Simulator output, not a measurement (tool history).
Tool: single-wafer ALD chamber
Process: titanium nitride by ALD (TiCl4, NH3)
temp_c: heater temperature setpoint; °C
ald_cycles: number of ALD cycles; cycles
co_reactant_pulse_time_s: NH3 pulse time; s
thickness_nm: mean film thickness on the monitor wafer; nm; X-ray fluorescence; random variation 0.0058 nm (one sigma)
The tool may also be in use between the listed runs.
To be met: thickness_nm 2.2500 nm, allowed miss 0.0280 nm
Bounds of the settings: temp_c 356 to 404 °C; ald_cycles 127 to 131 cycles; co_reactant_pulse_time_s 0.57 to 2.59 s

Run 1, hour 0.0: temp_c 380 °C, ald_cycles 127 cycles, co_reactant_pulse_time_s 1.58 s. Result: thickness_nm 2.4543 nm.
Run 2, hour 5.0: temp_c 375 °C, ald_cycles 127 cycles, co_reactant_pulse_time_s 1.58 s. Result: thickness_nm 2.4377 nm.
Run 3, hour 8.8: temp_c 370 °C, ald_cycles 127 cycles, co_reactant_pulse_time_s 1.29 s. Result: thickness_nm 2.3713 nm.
Run 4, hour 17.5: temp_c 370 °C, ald_cycles 127 cycles, co_reactant_pulse_time_s 1.11 s. Result: thickness_nm 2.3440 nm.
Run 5, hour 18.3: temp_c 370 °C, ald_cycles 131 cycles, co_reactant_pulse_time_s 1.11 s. Result: thickness_nm 2.4156 nm.
Run 6, hour 21.1: temp_c 370 °C, ald_cycles 131 cycles, co_reactant_pulse_time_s 1.11 s. Result: thickness_nm 2.4174 nm.
Run 7, hour 27.1: temp_c 368 °C, ald_cycles 130 cycles, co_reactant_pulse_time_s 1.00 s. Result: thickness_nm 2.3647 nm.
Run 8, hour 28.5: temp_c 366 °C, ald_cycles 129 cycles, co_reactant_pulse_time_s 0.95 s. Result: thickness_nm 2.3104 nm.

Which of these 5 next moves meets every target?
Run A, hour 29.9: temp_c 368 °C, ald_cycles 127 cycles, co_reactant_pulse_time_s 0.77 s. Result: thickness_nm ?.
Run B, hour 29.9: temp_c 363 °C, ald_cycles 130 cycles, co_reactant_pulse_time_s 0.94 s. Result: thickness_nm ?.
Run C, hour 29.9: temp_c 363 °C, ald_cycles 131 cycles, co_reactant_pulse_time_s 0.95 s. Result: thickness_nm ?.
Run D, hour 29.9: temp_c 366 °C, ald_cycles 128 cycles, co_reactant_pulse_time_s 1.06 s. Result: thickness_nm ?.
Run E, hour 29.9: temp_c 367 °C, ald_cycles 130 cycles, co_reactant_pulse_time_s 0.92 s. Result: thickness_nm ?.

move  thickness_nm
   A        2.2480
   B        2.3064
   C        2.3268
   D        2.3229
   E        2.3347
A: meets every target
B: nearer than the last run, and not there yet
C: further off than the last run
D: further off than the last run
E: further off than the last run
Move A is the one to make.
